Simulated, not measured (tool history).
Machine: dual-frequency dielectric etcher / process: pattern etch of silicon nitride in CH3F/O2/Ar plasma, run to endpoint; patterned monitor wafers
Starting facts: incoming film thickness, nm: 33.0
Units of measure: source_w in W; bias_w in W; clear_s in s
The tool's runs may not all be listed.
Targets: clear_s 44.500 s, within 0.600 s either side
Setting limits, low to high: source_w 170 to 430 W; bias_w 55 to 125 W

run	day	source_w	bias_w	clear_s
1	0.000	300	90	48.512
2	0.333	320	91	47.115
3	0.396	320	80	49.646
4	0.683	320	74	51.072
5	0.842	370	74	48.141
6	0.975	390	74	47.274
7	1.046	400	76	46.172
8	1.096	410	76	45.597

Which of these 5 next moves meets every target?
A	1.146	410	70	?
B	1.146	430	72	?
C	1.146	370	83	?
D	1.146	420	86	?
E	1.146	400	83	?

move	clear_s
A	47.139
B	45.736
C	46.065
D	43.146
E	44.620
A: the biggest miss grows against the last run
B: the biggest miss grows against the last run
C: the biggest miss grows against the last run
D: moves the result that the last run missed by most past its target, out the other side
E: every result within its allowed miss
The right move is E.
